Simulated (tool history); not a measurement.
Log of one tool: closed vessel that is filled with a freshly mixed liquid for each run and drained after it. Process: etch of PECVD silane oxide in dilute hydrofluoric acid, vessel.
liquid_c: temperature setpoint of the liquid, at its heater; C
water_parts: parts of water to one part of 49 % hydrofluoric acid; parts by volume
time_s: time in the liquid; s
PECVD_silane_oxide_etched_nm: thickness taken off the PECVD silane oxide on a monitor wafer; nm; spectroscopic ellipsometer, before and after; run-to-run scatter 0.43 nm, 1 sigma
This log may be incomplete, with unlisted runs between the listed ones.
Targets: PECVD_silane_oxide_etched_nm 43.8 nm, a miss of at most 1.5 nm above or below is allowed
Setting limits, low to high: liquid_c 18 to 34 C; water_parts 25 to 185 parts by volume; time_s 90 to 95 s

| run | hour | liquid_c | water_parts | time_s | PECVD_silane_oxide_etched_nm |
|---|---|---|---|---|---|
| 1 | 0 | 26 | 105 | 90 | 28.652 |
| 2 | 6.8 | 28 | 100 | 90 | 32.721 |
| 3 | 8.7 | 29.5 | 100 | 90 | 34.527 |
| 4 | 15.7 | 29.5 | 135 | 90 | 24.103 |
| 5 | 21 | 29.5 | 135 | 90 | 24.238 |
| 6 | 25.8 | 29.5 | 135 | 90 | 24.535 |
| 7 | 27.8 | 30.5 | 120 | 90 | 28.221 |
| 8 | 29.9 | 31 | 110 | 90 | 32.355 |
| 9 | 38.1 | 31.5 | 105 | 90 | 34.902 |
| 10 | 43.2 | 32 | 100 | 90 | 37.849 |
| 11 | 50.5 | 32.5 | 100 | 90 | 38.463 |
| 12 | 51.7 | 33 | 100 | 90 | 38.462 |
| 13 | 59.1 | 34 | 90 | 90 | 45.652 |

Which single option among these 5 for the next run brings every result within its allowed miss of target? Just one does.
| A | 66.5 | 27.5 | 75 | 90 | ? |
| B | 66.5 | 33.5 | 80 | 90 | ? |
| C | 66.5 | 32.5 | 85 | 95 | ? |
| D | 66.5 | 34 | 90 | 95 | ? |
| E | 66.5 | 33 | 85 | 90 | ? |

| move | PECVD_silane_oxide_etched_nm |
|---|---|
| A | 43.873 |
| B | 51.308 |
| C | 48.735 |
| D | 48.264 |
| E | 47.034 |
A: every result lands within tolerance
B: its largest miss is bigger than the last run's
C: its largest miss is bigger than the last run's
D: its largest miss is bigger than the last run's
E: its largest miss is bigger than the last run's
Go with A: it meets all targets.

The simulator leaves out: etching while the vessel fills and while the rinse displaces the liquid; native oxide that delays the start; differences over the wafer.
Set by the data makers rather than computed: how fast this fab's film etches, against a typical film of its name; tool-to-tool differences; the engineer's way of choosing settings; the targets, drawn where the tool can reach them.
